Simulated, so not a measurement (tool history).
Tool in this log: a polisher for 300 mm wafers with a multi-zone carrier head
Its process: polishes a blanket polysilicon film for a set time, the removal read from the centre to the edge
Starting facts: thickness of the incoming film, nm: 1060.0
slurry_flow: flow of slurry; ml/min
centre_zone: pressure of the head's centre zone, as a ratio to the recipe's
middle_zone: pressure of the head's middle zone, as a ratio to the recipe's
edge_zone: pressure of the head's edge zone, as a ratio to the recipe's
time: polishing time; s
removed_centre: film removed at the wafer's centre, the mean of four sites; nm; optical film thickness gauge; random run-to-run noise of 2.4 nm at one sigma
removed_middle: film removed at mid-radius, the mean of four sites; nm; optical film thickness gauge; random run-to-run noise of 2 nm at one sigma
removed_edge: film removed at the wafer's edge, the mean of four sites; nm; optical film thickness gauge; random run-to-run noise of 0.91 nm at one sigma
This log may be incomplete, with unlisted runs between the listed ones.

run,day,slurry_flow,centre_zone,middle_zone,edge_zone,time,removed_centre,removed_middle,removed_edge
1,0,315,1,1,1,58,239.76,240.49,236.24
2,0.167,315,0.93,1,1,58,230.25,236.3,236.74
3,0.462,310,0.94,0.98,0.96,52,205.27,209.79,207.31
4,0.642,375,0.94,0.98,0.96,52,210.22,213.19,209.23
5,0.883,375,0.94,0.98,0.96,40,164.82,162.28,160.71
6,1.112,305,0.94,0.98,0.96,40,156.27,163.73,158.27
7,1.475,310,0.95,0.95,0.94,39,157.97,155.46,154.52
# day 1.783: centre zone pressure recalibrated
8,1.783,310,0.95,0.94,0.93,39,146.96,154.58,155.06

For run 9, what comes out?
9,2.129,330,0.98,0.94,0.94,38,?,?,?

Logged for run 9: removed_centre 153.36 nm, removed_middle 151.93 nm, removed_edge 152.19 nm.
